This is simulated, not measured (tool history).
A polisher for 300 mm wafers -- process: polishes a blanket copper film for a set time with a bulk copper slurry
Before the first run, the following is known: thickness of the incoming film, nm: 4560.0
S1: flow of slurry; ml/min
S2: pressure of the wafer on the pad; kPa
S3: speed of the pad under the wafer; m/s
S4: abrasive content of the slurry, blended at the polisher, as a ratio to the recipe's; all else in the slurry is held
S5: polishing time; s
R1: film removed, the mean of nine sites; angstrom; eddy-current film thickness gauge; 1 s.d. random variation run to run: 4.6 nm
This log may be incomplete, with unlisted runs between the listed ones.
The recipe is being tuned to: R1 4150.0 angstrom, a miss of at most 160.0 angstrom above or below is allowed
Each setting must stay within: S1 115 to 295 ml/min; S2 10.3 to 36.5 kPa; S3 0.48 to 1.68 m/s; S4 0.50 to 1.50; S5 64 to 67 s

| run | day | S1 | S2 | S3 | S4 | S5 | R1 |
|---|---|---|---|---|---|---|---|
| 1 | 0.000 | 190 | 23.4 | 1.08 | 1.00 | 64 | 7278.8 |
| 2 | 0.188 | 190 | 21.4 | 1.08 | 1.00 | 64 | 6767.9 |
| 3 | 0.421 | 190 | 21.4 | 1.08 | 1.00 | 67 | 6988.5 |
| 4 | 0.462 | 190 | 21.4 | 0.90 | 1.00 | 67 | 5904.1 |
| 5 | 0.608 | 190 | 17.2 | 0.90 | 1.00 | 67 | 4758.6 |
| 6 | 0.708 | 190 | 22.1 | 0.90 | 1.00 | 67 | 6092.1 |
| 7 | 0.971 | 190 | 20.7 | 0.90 | 1.00 | 67 | 5658.0 |
| 8 | 1.208 | 190 | 20.0 | 0.90 | 1.00 | 67 | 5360.1 |
| 9 | 1.358 | 185 | 13.8 | 0.88 | 1.00 | 67 | 3785.2 |
| 10 | 1.400 | 185 | 13.8 | 0.88 | 1.00 | 67 | 3757.4 |
| 11 | 1.633 | 190 | 13.8 | 0.88 | 1.00 | 67 | 3747.0 |

5 candidate next runs follow, results not yet known. Just one meets every target within its allowed miss. Identify it.
| A | 1.867 | 225 | 17.2 | 0.80 | 1.00 | 64 | ? |
| B | 1.867 | 190 | 15.2 | 1.00 | 1.00 | 67 | ? |
| C | 1.867 | 185 | 13.1 | 0.84 | 0.95 | 65 | ? |
| D | 1.867 | 185 | 14.5 | 1.06 | 0.85 | 67 | ? |
| E | 1.867 | 185 | 15.9 | 0.74 | 0.70 | 67 | ? |

| move | R1 |
|---|---|
| A | 4141.6 |
| B | 4647.2 |
| C | 3259.5 |
| D | 4500.4 |
| E | 3308.6 |
A: hits every target within its allowed miss
B: moves the result that the last run missed by most past its target, out the other side
C: moves away from the targets compared with the last run
D: moves the result that the last run missed by most past its target, out the other side
E: moves away from the targets compared with the last run
So the answer is move A, the one that meets all the targets.
